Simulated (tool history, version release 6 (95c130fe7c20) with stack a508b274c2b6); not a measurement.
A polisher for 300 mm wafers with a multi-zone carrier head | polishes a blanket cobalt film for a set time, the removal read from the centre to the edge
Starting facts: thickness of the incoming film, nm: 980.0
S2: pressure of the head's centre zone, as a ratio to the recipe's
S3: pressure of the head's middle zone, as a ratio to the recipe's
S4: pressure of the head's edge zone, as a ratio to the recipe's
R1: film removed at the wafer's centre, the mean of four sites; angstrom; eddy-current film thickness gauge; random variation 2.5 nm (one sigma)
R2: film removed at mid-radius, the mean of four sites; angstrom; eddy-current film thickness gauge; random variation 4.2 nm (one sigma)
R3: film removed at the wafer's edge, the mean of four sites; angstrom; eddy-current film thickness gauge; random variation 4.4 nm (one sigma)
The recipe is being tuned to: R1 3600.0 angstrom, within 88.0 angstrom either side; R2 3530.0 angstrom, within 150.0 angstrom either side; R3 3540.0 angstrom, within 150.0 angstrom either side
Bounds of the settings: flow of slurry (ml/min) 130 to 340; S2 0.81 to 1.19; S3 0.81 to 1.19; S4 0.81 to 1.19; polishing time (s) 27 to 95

run 1 day=0.000 | flow_of_slurry_(ml/min)=220 S2=1.00 S3=1.00 S4=1.00 polishing_time_(s)=61 | R1=2386.7 R2=2365.2 R3=2476.9
run 2 day=0.275 | flow_of_slurry_(ml/min)=225 S2=1.01 S3=1.01 S4=1.01 polishing_time_(s)=63 | R1=2470.8 R2=2471.3 R3=2542.4
run 3 day=0.504 | flow_of_slurry_(ml/min)=225 S2=1.09 S3=1.01 S4=1.01 polishing_time_(s)=63 | R1=2691.1 R2=2434.0 R3=2514.3
run 4 day=0.696 | flow_of_slurry_(ml/min)=225 S2=1.09 S3=1.02 S4=1.02 polishing_time_(s)=65 | R1=2812.7 R2=2613.1 R3=2625.8
run 5 day=1.012 | flow_of_slurry_(ml/min)=225 S2=1.09 S3=0.97 S4=1.02 polishing_time_(s)=65 | R1=2800.7 R2=2515.0 R3=2619.6
run 6 day=1.246 | flow_of_slurry_(ml/min)=225 S2=1.09 S3=0.98 S4=1.03 polishing_time_(s)=66 | R1=2842.7 R2=2582.4 R3=2633.1
run 7 day=1.367 | flow_of_slurry_(ml/min)=225 S2=1.08 S3=0.97 S4=1.04 polishing_time_(s)=68 | R1=2925.4 R2=2621.4 R3=2786.4
run 8 day=1.612 | flow_of_slurry_(ml/min)=230 S2=1.08 S3=0.98 S4=1.05 polishing_time_(s)=69 | R1=2941.8 R2=2662.3 R3=2830.2
run 9 day=1.888 | flow_of_slurry_(ml/min)=230 S2=1.08 S3=1.00 S4=1.06 polishing_time_(s)=70 | R1=2988.9 R2=2756.0 R3=2852.9
run 10 day=2.258 | flow_of_slurry_(ml/min)=230 S2=1.08 S3=1.00 S4=1.06 polishing_time_(s)=71 | R1=3007.0 R2=2727.2 R3=2856.6
run 11 day=2.450 | flow_of_slurry_(ml/min)=230 S2=1.07 S3=1.01 S4=1.05 polishing_time_(s)=73 | R1=3095.3 R2=2903.2 R3=2906.5

Of the 4 settings listed for the next run, only one would bring every result within its allowed miss of target. Which one?
run A day=2.642 | flow_of_slurry_(ml/min)=265 S2=0.94 S3=1.15 S4=1.06 polishing_time_(s)=73 | R1=? R2=? R3=?
run B day=2.642 | flow_of_slurry_(ml/min)=245 S2=1.17 S3=1.09 S4=0.99 polishing_time_(s)=86 | R1=? R2=? R3=?
run C day=2.642 | flow_of_slurry_(ml/min)=235 S2=1.05 S3=1.05 S4=1.07 polishing_time_(s)=86 | R1=? R2=? R3=?
run D day=2.642 | flow_of_slurry_(ml/min)=275 S2=1.03 S3=1.19 S4=0.87 polishing_time_(s)=83 | R1=? R2=? R3=?

move=A R1=2798.4 R2=3271.4 R3=3032.7
move=B R1=4064.8 R2=3661.0 R3=3454.6
move=C R1=3622.2 R2=3542.4 R3=3549.6
move=D R1=3506.1 R2=3833.4 R3=3207.2
A: the biggest miss grows against the last run
B: pushes the last run's worst result past its target
C: hits every target within its allowed miss
D: gains on the last run, yet a result remains outside its allowed miss
Answer: C
